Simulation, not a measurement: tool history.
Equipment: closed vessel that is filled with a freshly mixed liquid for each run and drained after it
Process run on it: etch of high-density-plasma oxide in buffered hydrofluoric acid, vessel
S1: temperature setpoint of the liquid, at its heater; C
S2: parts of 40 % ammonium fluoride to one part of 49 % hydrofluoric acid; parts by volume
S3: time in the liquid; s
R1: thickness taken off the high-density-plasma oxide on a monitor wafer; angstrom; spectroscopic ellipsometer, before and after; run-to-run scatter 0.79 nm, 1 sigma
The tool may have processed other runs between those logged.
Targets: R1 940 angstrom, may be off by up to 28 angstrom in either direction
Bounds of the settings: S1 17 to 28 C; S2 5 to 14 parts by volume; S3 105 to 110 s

run	hour	S1	S2	S3	R1
1	0	20	8.5	105	1531
2	1.3	19	9.5	105	1294.2
3	2.7	18.5	10	105	1218.6
4	3.9	18.5	12.5	105	999.34
5	11.3	18.5	12.5	105	971.35
6	19.5	18.5	12.5	110	1023.7
7	20.7	18	12.5	110	996.06
8	27.8	17.5	12.5	110	980.84

Which one of the following 4 next-run settings gets every result inside its allowed miss? There is exactly one.
A	34.9	18.5	13	105	?
B	34.9	17	13	105	?
C	34.9	17	14	110	?
D	34.9	17.5	14	110	?

move	R1
A	966.43
B	887.39
C	864.4
D	889.43
A: each result inside its tolerance
B: pushes the last run's worst result past its target
C: pushes the last run's worst result past its target
D: pushes the last run's worst result past its target
The right move is A.
